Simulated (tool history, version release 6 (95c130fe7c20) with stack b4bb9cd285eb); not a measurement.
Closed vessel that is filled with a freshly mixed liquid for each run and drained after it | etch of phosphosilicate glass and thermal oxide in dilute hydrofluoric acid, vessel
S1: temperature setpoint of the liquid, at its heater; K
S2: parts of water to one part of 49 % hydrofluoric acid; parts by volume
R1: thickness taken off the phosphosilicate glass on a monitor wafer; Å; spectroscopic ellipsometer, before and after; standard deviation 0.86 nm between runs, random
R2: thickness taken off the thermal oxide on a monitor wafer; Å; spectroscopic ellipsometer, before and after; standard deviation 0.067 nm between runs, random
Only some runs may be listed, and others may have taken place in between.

Run 1, hour 0: S1 299.15 K, S2 65 parts by volume, time in the liquid (s) 60. Result: R1 1335.6 Å, R2 62.922 Å.
Run 2, hour 3.1: S1 299.15 K, S2 65 parts by volume, time in the liquid (s) 70. Result: R1 1557.3 Å, R2 73.114 Å.
Run 3, hour 5.8: S1 299.15 K, S2 80 parts by volume, time in the liquid (s) 70. Result: R1 1239.6 Å, R2 59.044 Å.
Run 4, hour 7.9: S1 299.15 K, S2 70 parts by volume, time in the liquid (s) 70. Result: R1 1433.2 Å, R2 67.567 Å.
Run 5, hour 12: S1 300.15 K, S2 70 parts by volume, time in the liquid (s) 70. Result: R1 1488.4 Å, R2 69.775 Å.
Run 6, hour 16: S1 301.15 K, S2 70 parts by volume, time in the liquid (s) 70. Result: R1 1537.2 Å, R2 73.396 Å.
Run 7, hour 18.8: S1 301.65 K, S2 70 parts by volume, time in the liquid (s) 70. Result: R1 1581 Å, R2 74.312 Å.
Run 8, hour 20.8: S1 302.65 K, S2 70 parts by volume, time in the liquid (s) 70. Result: R1 1628.3 Å, R2 77.46 Å.
Run 9, hour 25.5: S1 303.15 K, S2 70 parts by volume, time in the liquid (s) 70. Result: R1 1664.5 Å, R2 77.96 Å.

Run 10 has not been measured yet. What should we expect?
Run 10, hour 30: S1 303.65 K, S2 70 parts by volume, time in the liquid (s) 70. Result: R1 ?, R2 ?.

R1: 1708.8 Å
R2: 80.122 Å

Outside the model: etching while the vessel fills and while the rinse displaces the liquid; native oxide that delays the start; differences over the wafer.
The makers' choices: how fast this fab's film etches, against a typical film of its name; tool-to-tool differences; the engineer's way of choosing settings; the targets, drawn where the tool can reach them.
